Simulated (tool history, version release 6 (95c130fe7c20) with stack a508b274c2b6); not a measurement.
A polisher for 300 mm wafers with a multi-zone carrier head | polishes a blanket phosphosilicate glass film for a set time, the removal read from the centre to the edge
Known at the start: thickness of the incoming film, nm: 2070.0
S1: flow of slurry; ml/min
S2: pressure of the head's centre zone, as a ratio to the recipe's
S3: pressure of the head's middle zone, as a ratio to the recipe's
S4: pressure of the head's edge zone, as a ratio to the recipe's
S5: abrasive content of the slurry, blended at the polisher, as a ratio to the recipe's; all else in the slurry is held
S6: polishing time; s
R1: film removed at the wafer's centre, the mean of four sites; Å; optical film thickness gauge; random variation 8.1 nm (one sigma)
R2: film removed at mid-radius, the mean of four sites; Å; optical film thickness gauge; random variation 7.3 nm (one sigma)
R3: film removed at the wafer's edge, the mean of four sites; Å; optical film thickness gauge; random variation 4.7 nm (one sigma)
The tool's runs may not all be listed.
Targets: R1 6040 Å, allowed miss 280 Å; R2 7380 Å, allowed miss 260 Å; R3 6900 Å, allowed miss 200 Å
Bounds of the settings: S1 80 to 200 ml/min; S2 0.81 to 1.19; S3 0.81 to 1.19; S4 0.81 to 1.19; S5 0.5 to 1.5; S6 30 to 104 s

| run | hour | S1 | S2 | S3 | S4 | S5 | S6 | R1 | R2 | R3 |
|---|---|---|---|---|---|---|---|---|---|---|
| 1 | 0 | 130 | 1 | 1 | 1 | 1 | 67 | 6083 | 6071.9 | 6152.2 |
| 2 | 3.2 | 155 | 1 | 1 | 1 | 1 | 67 | 6259.3 | 6372.4 | 6216.1 |
| 3 | 9.4 | 160 | 0.98 | 1.02 | 1.03 | 1 | 67 | 6332.3 | 6454.2 | 6318.9 |
| 4 | 12.3 | 180 | 0.98 | 1.02 | 1.03 | 1 | 67 | 6501.7 | 6612.6 | 6400.3 |
| 5 | 17.2 | 180 | 0.95 | 1.05 | 1.05 | 1 | 67 | 6423.9 | 6634.4 | 6503.4 |
| 6 | 23.4 | 175 | 0.92 | 1.08 | 1.04 | 1.05 | 67 | 6324.7 | 7009.3 | 6567.3 |
| 7 | 26.2 | 175 | 0.9 | 1.09 | 1.05 | 1.05 | 67 | 6088.1 | 7138.1 | 6668.1 |
| 8 | 33.4 | 175 | 0.9 | 1.09 | 1.05 | 1.05 | 67 | 6283.8 | 6967.6 | 6569.5 |
| 9 | 42.3 | 175 | 0.88 | 1.11 | 1.07 | 1.05 | 67 | 6048.5 | 7232 | 6689.7 |

4 next moves are on the table. One of them brings every result within its allowed miss. Which?
| A | 51.2 | 185 | 0.83 | 1.14 | 1.09 | 0.8 | 78 | ? | ? | ? |
| B | 51.2 | 195 | 1 | 1.19 | 1.12 | 1.2 | 57 | ? | ? | ? |
| C | 51.2 | 185 | 0.86 | 1.05 | 1.08 | 1.05 | 67 | ? | ? | ? |
| D | 51.2 | 175 | 0.87 | 1.02 | 1.11 | 1 | 71 | ? | ? | ? |

| move | R1 | R2 | R3 |
|---|---|---|---|
| A | 6046.8 | 7462.5 | 6833.1 |
| B | 6293.3 | 7018.9 | 6282.5 |
| C | 6171.1 | 6962.6 | 6781.9 |
| D | 6368.3 | 6975.1 | 7066.9 |
A: meets every target
B: further off than the last run
C: brings the result that was furthest off to its target, and leaves another outside
D: brings the result that was furthest off to its target, and leaves another outside
Answer: A
